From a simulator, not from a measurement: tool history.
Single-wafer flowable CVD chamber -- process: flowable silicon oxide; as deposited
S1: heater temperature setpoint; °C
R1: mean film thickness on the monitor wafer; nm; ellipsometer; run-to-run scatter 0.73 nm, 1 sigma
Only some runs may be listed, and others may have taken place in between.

{"run": 1, "day": 0.0, "S1": 100, "chamber pressure (Pa)": 124.3, "RF power (W)": 2545, "deposition time (s)": 525, "R1": 403.61}
{"run": 2, "day": 0.075, "S1": 104, "chamber pressure (Pa)": 124.3, "RF power (W)": 2545, "deposition time (s)": 525, "R1": 356.21}
{"run": 3, "day": 0.358, "S1": 110, "chamber pressure (Pa)": 123.2, "RF power (W)": 2545, "deposition time (s)": 525, "R1": 294.97}
{"run": 4, "day": 0.458, "S1": 110, "chamber pressure (Pa)": 123.2, "RF power (W)": 2545, "deposition time (s)": 525, "R1": 294.65}
{"run": 5, "day": 0.629, "S1": 114, "chamber pressure (Pa)": 121.5, "RF power (W)": 2545, "deposition time (s)": 525, "R1": 259.87}
{"run": 6, "day": 0.688, "S1": 122, "chamber pressure (Pa)": 121.5, "RF power (W)": 2545, "deposition time (s)": 525, "R1": 207.8}
{"run": 7, "day": 0.767, "S1": 123, "chamber pressure (Pa)": 119.3, "RF power (W)": 2540, "deposition time (s)": 525, "R1": 199.86}
{"run": 8, "day": 1.083, "S1": 123, "chamber pressure (Pa)": 117.3, "RF power (W)": 2535, "deposition time (s)": 525, "R1": 195.49}
{"run": 9, "day": 1.138, "S1": 123, "chamber pressure (Pa)": 116.1, "RF power (W)": 2535, "deposition time (s)": 525, "R1": 193.51}
{"run": 10, "day": 1.262, "S1": 123, "chamber pressure (Pa)": 115.2, "RF power (W)": 2535, "deposition time (s)": 525, "R1": 191.8}
{"run": 11, "day": 1.638, "S1": 123, "chamber pressure (Pa)": 114.5, "RF power (W)": 2535, "deposition time (s)": 525, "R1": 191.66}
{"run": 12, "day": 1.783, "S1": 123, "chamber pressure (Pa)": 113.9, "RF power (W)": 2535, "deposition time (s)": 525, "R1": 191.56}

Run 13 has not been measured yet. What should we expect?
{"run": 13, "day": 1.921, "S1": 123, "chamber pressure (Pa)": 113.2, "RF power (W)": 2535, "deposition time (s)": 525, "R1": "?"}

R1: 189.61 nm
